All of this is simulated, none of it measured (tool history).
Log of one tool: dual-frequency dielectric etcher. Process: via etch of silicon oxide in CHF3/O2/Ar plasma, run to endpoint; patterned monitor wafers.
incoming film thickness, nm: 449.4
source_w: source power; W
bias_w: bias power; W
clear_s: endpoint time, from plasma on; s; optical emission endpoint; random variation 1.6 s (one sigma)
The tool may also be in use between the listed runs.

{"run": 1, "hour": 0.0, "source_w": 650, "bias_w": 201, "clear_s": 213.41}
{"run": 2, "hour": 4.0, "source_w": 710, "bias_w": 201, "clear_s": 201.81}
{"run": 3, "hour": 8.9, "source_w": 710, "bias_w": 224, "clear_s": 193.6}
{"run": 4, "hour": 15.6, "source_w": 710, "bias_w": 201, "clear_s": 203.51}
{"run": 5, "hour": 19.5, "source_w": 630, "bias_w": 189, "clear_s": 223.8}
{"run": 6, "hour": 23.6, "source_w": 580, "bias_w": 185, "clear_s": 235.04}

Forecast run 7:
{"run": 7, "hour": 25.2, "source_w": 540, "bias_w": 182, "clear_s": "?"}

{"run 7": {"clear_s": 248.7}}
